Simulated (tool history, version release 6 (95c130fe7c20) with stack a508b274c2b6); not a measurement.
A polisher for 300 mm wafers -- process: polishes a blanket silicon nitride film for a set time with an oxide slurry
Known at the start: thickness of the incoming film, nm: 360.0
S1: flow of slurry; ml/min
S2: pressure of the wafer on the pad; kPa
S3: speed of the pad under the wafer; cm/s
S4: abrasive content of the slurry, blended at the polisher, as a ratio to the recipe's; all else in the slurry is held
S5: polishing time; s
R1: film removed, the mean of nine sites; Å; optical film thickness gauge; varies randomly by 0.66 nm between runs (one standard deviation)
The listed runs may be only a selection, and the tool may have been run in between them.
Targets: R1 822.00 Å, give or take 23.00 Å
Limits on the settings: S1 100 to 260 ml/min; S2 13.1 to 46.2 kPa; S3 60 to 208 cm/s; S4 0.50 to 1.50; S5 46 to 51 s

Run 1, day 0.000: S1 165 ml/min, S2 29.6 kPa, S3 134 cm/s, S4 1.00, S5 51 s. Result: R1 579.98 Å.
Run 2, day 0.083: S1 175 ml/min, S2 31.7 kPa, S3 134 cm/s, S4 1.00, S5 51 s. Result: R1 630.06 Å.
Run 3, day 0.167: S1 185 ml/min, S2 33.1 kPa, S3 134 cm/s, S4 1.00, S5 51 s. Result: R1 657.44 Å.
Run 4, day 0.367: S1 185 ml/min, S2 33.1 kPa, S3 134 cm/s, S4 0.90, S5 51 s. Result: R1 636.85 Å.
Run 5, day 0.692: S1 185 ml/min, S2 37.9 kPa, S3 134 cm/s, S4 0.90, S5 51 s. Result: R1 718.02 Å.
Run 6, day 0.858: S1 195 ml/min, S2 38.6 kPa, S3 134 cm/s, S4 0.90, S5 51 s. Result: R1 742.19 Å.
Run 7, day 1.196: S1 200 ml/min, S2 39.3 kPa, S3 134 cm/s, S4 0.90, S5 51 s. Result: R1 757.20 Å.
Run 8, day 1.312: S1 205 ml/min, S2 40.0 kPa, S3 134 cm/s, S4 0.90, S5 51 s. Result: R1 771.38 Å.
Run 9, day 1.438: S1 205 ml/min, S2 40.7 kPa, S3 134 cm/s, S4 0.90, S5 51 s. Result: R1 767.26 Å.

4 next moves are on the table. One of them brings every result within its allowed miss. Which?
Run A, day 1.562: S1 200 ml/min, S2 45.5 kPa, S3 128 cm/s, S4 0.95, S5 49 s. Result: R1 ?.
Run B, day 1.562: S1 205 ml/min, S2 41.4 kPa, S3 130 cm/s, S4 0.95, S5 50 s. Result: R1 ?.
Run C, day 1.562: S1 165 ml/min, S2 44.1 kPa, S3 136 cm/s, S4 0.75, S5 46 s. Result: R1 ?.
Run D, day 1.562: S1 180 ml/min, S2 36.5 kPa, S3 146 cm/s, S4 0.90, S5 51 s. Result: R1 ?.

move      R1
   A  820.52
   B  773.68
   C  689.25
   D  733.51
A: all results land within tolerance of their targets
B: an improvement on the last run, though not all results are within tolerance
C: its largest miss is bigger than the last run's
D: its largest miss is bigger than the last run's
The move that meets every target is A.
